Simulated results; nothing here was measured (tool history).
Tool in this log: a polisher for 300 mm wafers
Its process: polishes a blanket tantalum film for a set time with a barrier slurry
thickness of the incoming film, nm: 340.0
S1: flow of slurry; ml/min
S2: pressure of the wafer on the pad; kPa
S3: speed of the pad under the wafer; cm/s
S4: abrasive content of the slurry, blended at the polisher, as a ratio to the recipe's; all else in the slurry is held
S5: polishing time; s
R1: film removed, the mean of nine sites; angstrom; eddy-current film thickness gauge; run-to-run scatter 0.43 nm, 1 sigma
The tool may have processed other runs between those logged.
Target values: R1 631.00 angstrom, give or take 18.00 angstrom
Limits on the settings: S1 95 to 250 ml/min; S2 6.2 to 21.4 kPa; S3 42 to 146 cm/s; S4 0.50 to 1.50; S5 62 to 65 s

run 1 day=0.000 | S1=160 S2=13.8 S3=94 S4=1.00 S5=62 | R1=956.90
run 2 day=0.154 | S1=160 S2=13.8 S3=94 S4=1.05 S5=62 | R1=972.61
run 3 day=0.454 | S1=160 S2=13.8 S3=94 S4=1.05 S5=65 | R1=1032.20
run 4 day=0.512 | S1=160 S2=13.8 S3=86 S4=1.05 S5=65 | R1=962.64
run 5 day=0.588 | S1=160 S2=13.8 S3=86 S4=1.05 S5=65 | R1=963.56
run 6 day=0.650 | S1=125 S2=13.8 S3=86 S4=1.05 S5=65 | R1=914.34
run 7 day=0.938 | S1=120 S2=13.1 S3=86 S4=1.05 S5=65 | R1=863.65
run 8 day=0.962 | S1=115 S2=12.4 S3=86 S4=1.05 S5=65 | R1=805.42
run 9 day=1.125 | S1=115 S2=11.7 S3=86 S4=1.05 S5=65 | R1=764.08
run 10 day=1.288 | S1=115 S2=11.0 S3=86 S4=1.05 S5=65 | R1=725.96
run 11 day=1.479 | S1=110 S2=10.3 S3=86 S4=1.05 S5=65 | R1=676.01

Of the 5 settings listed for the next run, only one would bring every result within its allowed miss of target. Which one?
run A day=1.671 | S1=100 S2=9.0 S3=100 S4=1.05 S5=64 | R1=?
run B day=1.671 | S1=105 S2=9.7 S3=80 S4=1.15 S5=62 | R1=?
run C day=1.671 | S1=115 S2=10.3 S3=96 S4=1.00 S5=63 | R1=?
run D day=1.671 | S1=105 S2=9.7 S3=82 S4=1.05 S5=64 | R1=?
run E day=1.671 | S1=95 S2=12.4 S3=58 S4=1.15 S5=65 | R1=?

move=A R1=628.90
move=B R1=572.46
move=C R1=701.13
move=D R1=586.29
move=E R1=590.32
A: all results in spec
B: carries the result that was furthest off beyond its target, to the other side
C: the biggest miss grows against the last run
D: carries the result that was furthest off beyond its target, to the other side
E: carries the result that was furthest off beyond its target, to the other side
A is the move that brings every result within its allowed miss.
